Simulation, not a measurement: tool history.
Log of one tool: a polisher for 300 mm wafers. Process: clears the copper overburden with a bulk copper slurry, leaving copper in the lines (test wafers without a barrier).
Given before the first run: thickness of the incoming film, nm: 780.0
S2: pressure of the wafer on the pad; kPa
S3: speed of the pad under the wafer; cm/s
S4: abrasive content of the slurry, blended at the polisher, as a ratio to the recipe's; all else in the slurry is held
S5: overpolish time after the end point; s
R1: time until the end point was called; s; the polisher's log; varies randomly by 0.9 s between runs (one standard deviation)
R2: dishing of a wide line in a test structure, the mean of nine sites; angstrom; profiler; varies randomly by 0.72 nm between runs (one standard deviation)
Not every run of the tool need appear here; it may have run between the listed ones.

{"run": 1, "hour": 0.0, "flow of slurry (ml/min)": 210, "S2": 22.1, "S3": 118, "S4": 1, "S5": 8, "R1": 56.338, "R2": 506.03}
{"run": 2, "hour": 5.4, "flow of slurry (ml/min)": 210, "S2": 22.1, "S3": 118, "S4": 1, "S5": 9, "R1": 55.561, "R2": 547.67}
{"run": 3, "hour": 12.7, "flow of slurry (ml/min)": 165, "S2": 22.1, "S3": 118, "S4": 1, "S5": 9, "R1": 59.348, "R2": 525.09}
{"run": 4, "hour": 19.8, "flow of slurry (ml/min)": 165, "S2": 22.1, "S3": 118, "S4": 1.15, "S5": 9, "R1": 58.461, "R2": 542.72}
{"run": 5, "hour": 24.7, "flow of slurry (ml/min)": 165, "S2": 22.1, "S3": 118, "S4": 1.05, "S5": 9, "R1": 61.103, "R2": 519.42}
{"run": 6, "hour": 26.4, "flow of slurry (ml/min)": 165, "S2": 22.1, "S3": 98, "S4": 1.05, "S5": 9, "R1": 69.99, "R2": 482.5}
{"run": 7, "hour": 31.2, "flow of slurry (ml/min)": 180, "S2": 22.8, "S3": 98, "S4": 1.05, "S5": 9, "R1": 68.055, "R2": 488.68}

Run 8 comes next. What will it give?
{"run": 8, "hour": 39.3, "flow of slurry (ml/min)": 190, "S2": 24.1, "S3": 98, "S4": 1.05, "S5": 9, "R1": "?", "R2": "?"}

R1: 63.093 s
R2: 518.37 angstrom
